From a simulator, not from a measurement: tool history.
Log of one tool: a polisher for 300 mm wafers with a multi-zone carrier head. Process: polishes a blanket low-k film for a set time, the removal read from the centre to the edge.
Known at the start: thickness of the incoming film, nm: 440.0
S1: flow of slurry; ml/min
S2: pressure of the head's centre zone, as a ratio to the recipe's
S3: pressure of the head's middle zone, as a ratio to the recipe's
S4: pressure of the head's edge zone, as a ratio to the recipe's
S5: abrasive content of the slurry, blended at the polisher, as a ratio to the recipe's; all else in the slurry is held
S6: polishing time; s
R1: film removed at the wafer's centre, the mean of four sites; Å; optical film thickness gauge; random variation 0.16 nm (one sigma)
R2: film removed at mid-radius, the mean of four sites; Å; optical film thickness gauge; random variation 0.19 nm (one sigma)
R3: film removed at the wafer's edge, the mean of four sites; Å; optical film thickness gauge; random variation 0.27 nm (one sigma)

| run | hour | S1 | S2 | S3 | S4 | S5 | S6 | R1 | R2 | R3 |
|---|---|---|---|---|---|---|---|---|---|---|
| 1 | 0.0 | 170 | 1.00 | 1.00 | 1.00 | 1.00 | 68 | 303.70 | 298.33 | 305.68 |
| 2 | 5.1 | 170 | 1.04 | 1.00 | 1.00 | 1.00 | 68 | 311.43 | 295.94 | 300.36 |
| 3 | 9.1 | 165 | 1.05 | 0.97 | 0.96 | 0.85 | 65 | 275.35 | 260.33 | 261.03 |
| 4 | 11.2 | 160 | 1.07 | 0.93 | 0.93 | 0.75 | 64 | 257.26 | 225.44 | 238.95 |
| 5 | 11.9 | 160 | 1.07 | 0.93 | 0.93 | 0.60 | 64 | 225.97 | 198.48 | 211.63 |
| 6 | 19.6 | 160 | 1.07 | 0.93 | 0.93 | 0.60 | 78 | 270.93 | 240.84 | 250.79 |

Run 7 comes next. What will it give?
| 7 | 24.6 | 160 | 1.07 | 0.92 | 0.89 | 0.55 | 74 | ? | ? | ? |

{"run 7": {"R1": 245.19, "R2": 212.56, "R3": 214.64}}

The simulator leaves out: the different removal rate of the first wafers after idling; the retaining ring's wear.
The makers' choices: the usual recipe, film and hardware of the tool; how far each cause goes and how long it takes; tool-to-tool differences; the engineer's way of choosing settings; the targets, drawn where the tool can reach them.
